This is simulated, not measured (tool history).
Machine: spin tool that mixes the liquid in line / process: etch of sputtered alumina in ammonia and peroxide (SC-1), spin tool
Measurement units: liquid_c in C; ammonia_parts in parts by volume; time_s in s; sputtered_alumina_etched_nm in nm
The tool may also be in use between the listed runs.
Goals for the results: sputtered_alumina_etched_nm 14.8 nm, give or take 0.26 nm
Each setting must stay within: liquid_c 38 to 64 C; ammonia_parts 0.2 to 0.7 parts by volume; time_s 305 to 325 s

run    day  liquid_c  ammonia_parts  time_s  sputtered_alumina_etched_nm
  1      0        48            0.4     305                       9.9451
  2  0.258        48            0.5     305                       10.189
  3  0.308        48           0.65     305                       10.387
  4  0.375      49.5           0.65     305                       11.254
  5  0.508        45           0.65     305                       8.7943
  6  0.729        51           0.65     305                       12.259
  7  1.042        52           0.65     305                       12.988
  8    1.4      52.5           0.65     305                       13.381

Which one of the following 5 next-run settings gets every result inside its allowed miss? There is exactly one.
  A  1.758      54.5           0.65     325                            ?
  B  1.758      53.5            0.7     305                            ?
  C  1.758      52.5            0.6     325                            ?
  D  1.758        54            0.7     325                            ?
  E  1.758        54            0.7     310                            ?

move  sputtered_alumina_etched_nm
   A                       15.774
   B                       14.132
   C                       14.061
   D                       15.467
   E                       14.753
A: moves the result that the last run missed by most past its target, out the other side
B: nearer than the last run, and not there yet
C: nearer than the last run, and not there yet
D: moves the result that the last run missed by most past its target, out the other side
E: meets every target
Correct choice: E, which meets every target

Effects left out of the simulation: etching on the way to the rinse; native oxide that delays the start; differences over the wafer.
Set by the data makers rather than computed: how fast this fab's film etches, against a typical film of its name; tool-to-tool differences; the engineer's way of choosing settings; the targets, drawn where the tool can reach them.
